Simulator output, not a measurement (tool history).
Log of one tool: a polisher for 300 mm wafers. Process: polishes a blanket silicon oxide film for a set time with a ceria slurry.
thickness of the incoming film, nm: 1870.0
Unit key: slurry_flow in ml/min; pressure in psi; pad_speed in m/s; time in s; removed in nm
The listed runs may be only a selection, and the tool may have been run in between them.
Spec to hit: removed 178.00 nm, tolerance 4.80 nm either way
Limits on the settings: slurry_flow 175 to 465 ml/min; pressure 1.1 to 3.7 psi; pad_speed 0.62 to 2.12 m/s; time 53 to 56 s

run,hour,slurry_flow,pressure,pad_speed,time,removed
1,0.0,295,2.4,1.36,53,252.54
2,4.5,295,2.4,1.36,56,268.15
3,7.3,235,2.4,1.36,56,257.28
4,8.5,235,2.8,1.36,56,298.52
5,9.5,235,2.5,1.36,56,267.18
6,14.7,225,2.2,1.36,56,233.88
7,22.4,215,2.0,1.36,56,213.27
8,24.0,205,1.9,1.36,56,205.09

Next run, 5 choices. One meets every target within its allowed miss, the rest don't. Which?
A,25.6,210,2.4,1.00,53,?
B,25.6,180,2.5,1.26,53,?
C,25.6,185,1.5,1.70,56,?
D,25.6,245,2.0,1.56,53,?
E,25.6,205,2.0,1.26,53,?

move,removed
A,177.97
B,225.18
C,195.33
D,233.66
E,185.46
A: meets every target
B: its largest miss is bigger than the last run's
C: an improvement on the last run, though not all results are within tolerance
D: its largest miss is bigger than the last run's
E: an improvement on the last run, though not all results are within tolerance
Go with A: it meets all targets.

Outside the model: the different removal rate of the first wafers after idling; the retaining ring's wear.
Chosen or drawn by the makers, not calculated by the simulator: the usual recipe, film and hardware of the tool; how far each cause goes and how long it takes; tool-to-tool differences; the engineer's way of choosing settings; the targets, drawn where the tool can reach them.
